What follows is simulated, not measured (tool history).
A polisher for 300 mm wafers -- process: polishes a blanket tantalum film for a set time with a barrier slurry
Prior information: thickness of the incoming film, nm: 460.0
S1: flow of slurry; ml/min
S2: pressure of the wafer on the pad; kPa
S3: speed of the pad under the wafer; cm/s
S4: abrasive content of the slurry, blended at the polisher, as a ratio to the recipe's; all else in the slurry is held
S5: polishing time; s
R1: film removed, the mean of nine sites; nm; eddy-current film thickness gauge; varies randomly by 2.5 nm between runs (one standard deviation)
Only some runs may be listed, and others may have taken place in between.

run 1 hour=0 | S1=295 S2=11.7 S3=112 S4=1 S5=108 | R1=152.95
run 2 hour=3.5 | S1=295 S2=13.8 S3=112 S4=1 S5=108 | R1=179.44
run 3 hour=10.5 | S1=295 S2=15.2 S3=112 S4=1 S5=108 | R1=204.03
run 4 hour=15.3 | S1=295 S2=15.9 S3=112 S4=1 S5=108 | R1=210.69
run 5 hour=17.5 | S1=295 S2=16.5 S3=112 S4=1 S5=108 | R1=220.27
run 6 hour=19.6 | S1=295 S2=16.5 S3=112 S4=0.8 S5=108 | R1=204.05
run 7 hour=25.4 | S1=295 S2=17.2 S3=114 S4=0.8 S5=108 | R1=215.96
run 8 hour=29.4 | S1=295 S2=17.2 S3=114 S4=0.8 S5=108 | R1=217.52
run 9 hour=31.1 | S1=295 S2=17.9 S3=116 S4=0.8 S5=108 | R1=226.91
run 10 hour=34.8 | S1=295 S2=17.9 S3=118 S4=0.8 S5=108 | R1=228.6

Estimate the outcome of run 11 from the log above:
run 11 hour=42.8 | S1=295 S2=17.9 S3=122 S4=0.8 S5=108 | R1=?

Run 11 produced R1 241.88 nm.
